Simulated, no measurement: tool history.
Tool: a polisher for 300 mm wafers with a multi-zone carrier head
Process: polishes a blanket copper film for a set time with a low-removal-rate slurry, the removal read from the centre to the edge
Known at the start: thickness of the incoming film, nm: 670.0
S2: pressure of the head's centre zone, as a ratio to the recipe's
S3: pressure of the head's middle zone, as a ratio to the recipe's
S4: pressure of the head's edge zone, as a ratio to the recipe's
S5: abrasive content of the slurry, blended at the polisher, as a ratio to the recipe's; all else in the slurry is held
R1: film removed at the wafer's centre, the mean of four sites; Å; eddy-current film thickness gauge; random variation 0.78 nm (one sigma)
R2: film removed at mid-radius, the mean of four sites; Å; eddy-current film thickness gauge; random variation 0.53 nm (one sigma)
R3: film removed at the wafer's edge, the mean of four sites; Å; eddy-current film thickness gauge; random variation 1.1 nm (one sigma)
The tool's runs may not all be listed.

{"run": 1, "day": 0.0, "flow of slurry (ml/min)": 205, "S2": 1, "S3": 1, "S4": 1, "S5": 1, "polishing time (s)": 49, "R1": 1279.7, "R2": 1262.1, "R3": 1259.7}
{"run": 2, "day": 0.2, "flow of slurry (ml/min)": 205, "S2": 1, "S3": 1, "S4": 0.94, "S5": 1, "polishing time (s)": 49, "R1": 1275, "R2": 1257.8, "R3": 1244.5}
{"run": 3, "day": 0.462, "flow of slurry (ml/min)": 240, "S2": 1, "S3": 1, "S4": 0.94, "S5": 1, "polishing time (s)": 49, "R1": 1313.5, "R2": 1292, "R3": 1235.3}
{"run": 4, "day": 0.838, "flow of slurry (ml/min)": 240, "S2": 1, "S3": 1.05, "S4": 0.94, "S5": 1, "polishing time (s)": 49, "R1": 1335.4, "R2": 1343.3, "R3": 1239.3}
{"run": 5, "day": 0.867, "flow of slurry (ml/min)": 240, "S2": 1, "S3": 1.09, "S4": 0.94, "S5": 1, "polishing time (s)": 49, "R1": 1319.8, "R2": 1396.2, "R3": 1236}
{"run": 6, "day": 1.05, "flow of slurry (ml/min)": 215, "S2": 1, "S3": 1.09, "S4": 0.94, "S5": 1, "polishing time (s)": 49, "R1": 1328.1, "R2": 1369.2, "R3": 1187.7}
{"run": 7, "day": 1.138, "flow of slurry (ml/min)": 205, "S2": 0.96, "S3": 1.09, "S4": 0.92, "S5": 0.9, "polishing time (s)": 45, "R1": 1132.5, "R2": 1225.1, "R3": 1100.3}
{"run": 8, "day": 1.379, "flow of slurry (ml/min)": 260, "S2": 0.93, "S3": 1.19, "S4": 0.84, "S5": 0.65, "polishing time (s)": 31, "R1": 732.76, "R2": 892.57, "R3": 696.64}

Forecast run 9:
{"run": 9, "day": 1.471, "flow of slurry (ml/min)": 255, "S2": 0.92, "S3": 1.17, "S4": 0.85, "S5": 0.65, "polishing time (s)": 31, "R1": "?", "R2": "?", "R3": "?"}

{"run 9": {"R1": 708.72, "R2": 871.07, "R3": 698.81}}
